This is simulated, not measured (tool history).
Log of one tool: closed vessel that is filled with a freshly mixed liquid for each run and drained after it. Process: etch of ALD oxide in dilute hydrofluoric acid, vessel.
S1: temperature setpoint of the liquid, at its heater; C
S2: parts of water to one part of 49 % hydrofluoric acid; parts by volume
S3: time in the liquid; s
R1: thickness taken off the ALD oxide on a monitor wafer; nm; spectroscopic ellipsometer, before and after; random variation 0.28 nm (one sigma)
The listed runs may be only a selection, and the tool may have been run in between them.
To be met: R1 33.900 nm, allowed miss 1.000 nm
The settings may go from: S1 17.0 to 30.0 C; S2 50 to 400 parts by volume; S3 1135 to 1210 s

run,hour,S1,S2,S3,R1
1,0.0,22.0,225,1135,71.639
2,7.6,21.0,250,1135,60.310
3,13.0,18.0,250,1135,53.399
4,20.1,21.0,250,1135,60.606
5,27.9,20.0,270,1135,52.896
6,36.1,19.5,285,1135,47.928
7,43.7,19.0,295,1135,44.723
8,47.8,18.5,305,1135,42.428
9,55.1,18.0,315,1135,40.327
10,56.6,18.0,320,1135,39.134
11,61.4,18.0,325,1135,38.837
12,63.1,18.0,330,1135,38.104
13,64.8,18.0,335,1135,36.915
14,69.3,18.0,340,1135,35.873
15,77.2,18.0,340,1135,36.983
16,83.7,18.0,345,1135,35.798
17,85.5,17.5,345,1135,35.494

Next run, 4 choices. One meets every target within its allowed miss, the rest don't. Which?
A,87.3,18.0,375,1185,?
B,87.3,17.0,340,1205,?
C,87.3,18.0,335,1165,?
D,87.3,17.0,330,1150,?

move,R1
A,33.729
B,37.515
C,38.354
D,37.189
A: hits every target within its allowed miss
B: the biggest miss grows against the last run
C: the biggest miss grows against the last run
D: the biggest miss grows against the last run
A is the move that brings every result within its allowed miss.
